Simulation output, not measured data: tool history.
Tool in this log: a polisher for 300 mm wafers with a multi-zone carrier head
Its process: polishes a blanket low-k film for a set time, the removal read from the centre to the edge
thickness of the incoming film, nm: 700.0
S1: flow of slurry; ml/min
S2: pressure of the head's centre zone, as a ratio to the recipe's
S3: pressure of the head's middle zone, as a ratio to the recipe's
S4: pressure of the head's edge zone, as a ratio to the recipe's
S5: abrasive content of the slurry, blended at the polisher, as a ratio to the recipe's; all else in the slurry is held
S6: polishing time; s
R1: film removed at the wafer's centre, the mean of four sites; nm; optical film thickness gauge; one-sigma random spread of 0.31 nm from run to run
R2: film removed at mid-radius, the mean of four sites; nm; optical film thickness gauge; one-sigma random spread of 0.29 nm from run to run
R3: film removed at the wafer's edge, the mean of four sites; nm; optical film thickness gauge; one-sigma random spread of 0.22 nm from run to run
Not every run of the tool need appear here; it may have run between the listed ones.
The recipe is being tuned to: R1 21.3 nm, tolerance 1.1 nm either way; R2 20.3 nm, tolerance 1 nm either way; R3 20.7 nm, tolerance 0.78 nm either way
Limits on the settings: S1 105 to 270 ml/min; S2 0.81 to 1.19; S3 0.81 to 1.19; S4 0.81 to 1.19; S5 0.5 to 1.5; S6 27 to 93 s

run    day   S1    S2    S3    S4    S5  S6      R1      R2      R3
  1      0  175     1     1     1     1  59  25.693   26.62  26.724
  2  0.354  175  0.95     1     1     1  59  24.641  26.923   27.23
  3   0.65  195  0.95     1     1     1  59  25.126  26.899  27.453
  4  1.012  225  0.95     1     1     1  59  25.226  26.953  27.619
  5  1.067  225  0.96  0.99  0.98  0.95  59   25.32  26.799   27.25
  6  1.146  225  0.96  0.92  0.98  0.95  59   25.29   25.15  26.845
  7  1.429  225  0.97  0.91  0.96   0.9  59  24.809  24.507  25.676
  8  1.479  185  0.97  0.81  0.86  0.65  58  19.823  17.696  19.905

Of the 4 settings listed for the next run, only one would bring every result within its allowed miss of target. Which one?
  A  1.529  190  0.84  0.98  0.94  0.75  55   ?   ?   ?
  B  1.529  190  0.94  0.83  0.83  0.55  62   ?   ?   ?
  C  1.529  215  1.03  0.91  0.81  0.55  59   ?   ?   ?
  D  1.529  170  1.05  0.97  0.96  0.65  58   ?   ?   ?

move      R1      R2      R3
   A  17.684  21.658  21.514
   B  18.697  17.822  19.248
   C   19.87  18.582  18.318
   D  21.217  20.588  20.947
A: takes the result that was furthest off past its target
B: just as far off the targets as the last run
C: its largest miss is bigger than the last run's
D: every result within its allowed miss
D meets every target.

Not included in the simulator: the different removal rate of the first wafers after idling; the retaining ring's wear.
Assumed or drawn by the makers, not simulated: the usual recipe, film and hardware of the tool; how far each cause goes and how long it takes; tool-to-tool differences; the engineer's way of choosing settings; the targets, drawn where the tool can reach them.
